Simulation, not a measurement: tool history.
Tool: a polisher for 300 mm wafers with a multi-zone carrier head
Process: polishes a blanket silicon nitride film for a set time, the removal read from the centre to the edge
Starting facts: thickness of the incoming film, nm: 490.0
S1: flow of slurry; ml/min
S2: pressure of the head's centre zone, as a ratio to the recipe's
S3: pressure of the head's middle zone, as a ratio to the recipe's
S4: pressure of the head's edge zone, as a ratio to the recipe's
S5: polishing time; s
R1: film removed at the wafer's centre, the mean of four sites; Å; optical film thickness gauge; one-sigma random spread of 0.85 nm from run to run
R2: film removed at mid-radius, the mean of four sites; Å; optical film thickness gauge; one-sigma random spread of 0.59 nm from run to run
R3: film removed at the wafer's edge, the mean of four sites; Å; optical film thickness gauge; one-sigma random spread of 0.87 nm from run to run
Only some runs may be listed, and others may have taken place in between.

run  hour   S1    S2    S3    S4  S5       R1       R2       R3
  1   0.0  150  1.00  1.00  1.00  41  1037.40  1031.40  1049.40
  2   4.1  145  0.99  0.98  0.99  40   982.75  1006.20   995.35
  3  11.9  145  1.06  0.98  0.99  40  1082.20  1011.80  1000.10
  4  14.4  145  1.06  0.98  0.91  40  1091.30   997.81   981.88
  5  16.3  145  1.06  0.94  0.91  40  1088.50   958.37   980.29
  6  18.8  145  1.09  0.94  0.91  40  1110.20   962.65   997.86
  7  20.5  140  1.07  0.93  0.91  40  1092.00   951.91   984.89

The next listed run, before its measurement:
  8  24.2  135  1.05  0.92  0.91  40   ?   ?   ?

Run 8 yielded R1 1065.70 Å, R2 939.04 Å, R3 989.11 Å.
